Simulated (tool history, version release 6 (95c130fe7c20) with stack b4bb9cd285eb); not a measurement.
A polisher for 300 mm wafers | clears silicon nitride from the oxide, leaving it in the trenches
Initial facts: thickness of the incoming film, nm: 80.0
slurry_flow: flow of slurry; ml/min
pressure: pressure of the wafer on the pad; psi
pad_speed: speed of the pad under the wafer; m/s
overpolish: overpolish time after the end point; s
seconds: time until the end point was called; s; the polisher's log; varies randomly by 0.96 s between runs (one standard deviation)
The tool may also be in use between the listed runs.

run 1 hour=0.0 | slurry_flow=215 pressure=3.5 pad_speed=1.04 overpolish=38 | seconds=60.422
run 2 hour=7.7 | slurry_flow=215 pressure=3.3 pad_speed=1.04 overpolish=38 | seconds=63.578
run 3 hour=8.4 | slurry_flow=215 pressure=3.1 pad_speed=1.04 overpolish=38 | seconds=67.137
run 4 hour=10.4 | slurry_flow=215 pressure=3.0 pad_speed=1.04 overpolish=38 | seconds=70.838
run 5 hour=18.6 | slurry_flow=215 pressure=3.0 pad_speed=1.04 overpolish=41 | seconds=69.867
run 6 hour=19.2 | slurry_flow=215 pressure=3.4 pad_speed=1.04 overpolish=41 | seconds=61.379
run 7 hour=26.1 | slurry_flow=215 pressure=3.2 pad_speed=1.04 overpolish=41 | seconds=65.138
-- hour=28.0 slurry nozzle cleaned
run 8 hour=28.0 | slurry_flow=215 pressure=3.1 pad_speed=1.04 overpolish=41 | seconds=63.145
run 9 hour=36.9 | slurry_flow=215 pressure=2.9 pad_speed=1.04 overpolish=41 | seconds=68.204

The next listed run, before its measurement:
run 10 hour=43.5 | slurry_flow=215 pressure=2.7 pad_speed=1.04 overpolish=41 | seconds=?

{"run 10": {"seconds": 73.605}}
